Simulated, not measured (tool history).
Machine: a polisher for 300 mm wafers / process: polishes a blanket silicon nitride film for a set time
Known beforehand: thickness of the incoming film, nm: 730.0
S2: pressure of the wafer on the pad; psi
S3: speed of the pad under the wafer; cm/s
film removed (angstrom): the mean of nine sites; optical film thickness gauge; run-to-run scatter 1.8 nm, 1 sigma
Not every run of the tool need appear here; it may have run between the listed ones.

Run 1, hour 0.0: flow of slurry (ml/min) 150, S2 3.3 psi, S3 104 cm/s, polishing time (s) 116. Result: film removed (angstrom) 2149.4.
Run 2, hour 4.7: flow of slurry (ml/min) 145, S2 3.0 psi, S3 104 cm/s, polishing time (s) 116. Result: film removed (angstrom) 1954.3.
Run 3, hour 11.8: flow of slurry (ml/min) 145, S2 3.0 psi, S3 104 cm/s, polishing time (s) 122. Result: film removed (angstrom) 2026.8.
Run 4, hour 18.3: flow of slurry (ml/min) 145, S2 3.6 psi, S3 104 cm/s, polishing time (s) 122. Result: film removed (angstrom) 2449.7.
Run 5, hour 23.6: flow of slurry (ml/min) 145, S2 3.6 psi, S3 130 cm/s, polishing time (s) 122. Result: film removed (angstrom) 2932.6.
Run 6, hour 26.6: flow of slurry (ml/min) 145, S2 3.6 psi, S3 130 cm/s, polishing time (s) 122. Result: film removed (angstrom) 2955.8.
Run 7, hour 32.4: flow of slurry (ml/min) 140, S2 3.0 psi, S3 128 cm/s, polishing time (s) 122. Result: film removed (angstrom) 2328.1.
Run 8, hour 34.7: flow of slurry (ml/min) 130, S2 2.7 psi, S3 128 cm/s, polishing time (s) 122. Result: film removed (angstrom) 2139.5.
Run 9, hour 42.6: flow of slurry (ml/min) 130, S2 2.4 psi, S3 128 cm/s, polishing time (s) 122. Result: film removed (angstrom) 1865.6.
Run 10, hour 47.9: flow of slurry (ml/min) 125, S2 2.3 psi, S3 128 cm/s, polishing time (s) 122. Result: film removed (angstrom) 1793.5.

Run 11 is up next; what results do you expect?
Run 11, hour 56.4: flow of slurry (ml/min) 120, S2 2.2 psi, S3 128 cm/s, polishing time (s) 122. Result: film removed (angstrom) ?.

{"run 11": {"film removed (angstrom)": 1674.2}}

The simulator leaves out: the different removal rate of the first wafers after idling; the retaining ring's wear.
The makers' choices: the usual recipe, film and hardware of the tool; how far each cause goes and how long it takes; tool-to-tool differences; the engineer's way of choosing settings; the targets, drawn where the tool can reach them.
